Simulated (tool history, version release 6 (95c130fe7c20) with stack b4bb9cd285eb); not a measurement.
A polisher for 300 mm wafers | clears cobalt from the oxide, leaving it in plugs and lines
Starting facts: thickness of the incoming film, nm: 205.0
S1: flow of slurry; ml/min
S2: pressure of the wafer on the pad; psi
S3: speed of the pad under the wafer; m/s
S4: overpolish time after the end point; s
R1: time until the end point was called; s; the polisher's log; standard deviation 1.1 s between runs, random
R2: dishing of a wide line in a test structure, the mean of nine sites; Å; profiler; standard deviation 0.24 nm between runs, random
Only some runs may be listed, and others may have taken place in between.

| run | hour | S1 | S2 | S3 | S4 | R1 | R2 |
|---|---|---|---|---|---|---|---|
| 1 | 0.0 | 310 | 1.3 | 0.78 | 8 | 115.080 | 125.38 |
| 2 | 6.1 | 310 | 1.4 | 0.78 | 8 | 106.610 | 134.46 |
| 3 | 8.8 | 370 | 1.4 | 0.78 | 8 | 104.680 | 135.72 |
| 4 | 11.9 | 305 | 1.4 | 0.78 | 8 | 105.400 | 136.22 |
| 5 | 18.9 | 235 | 1.4 | 0.78 | 8 | 108.960 | 127.92 |
| 6 | 24.0 | 235 | 1.4 | 0.84 | 8 | 102.560 | 137.00 |
| 7 | 31.9 | 240 | 1.5 | 0.84 | 9 | 95.258 | 163.98 |

Estimate the outcome of run 8 from the log above:
| 8 | 38.8 | 245 | 1.5 | 0.84 | 9 | ? | ? |

R1: 93.467 s
R2: 159.75 Å
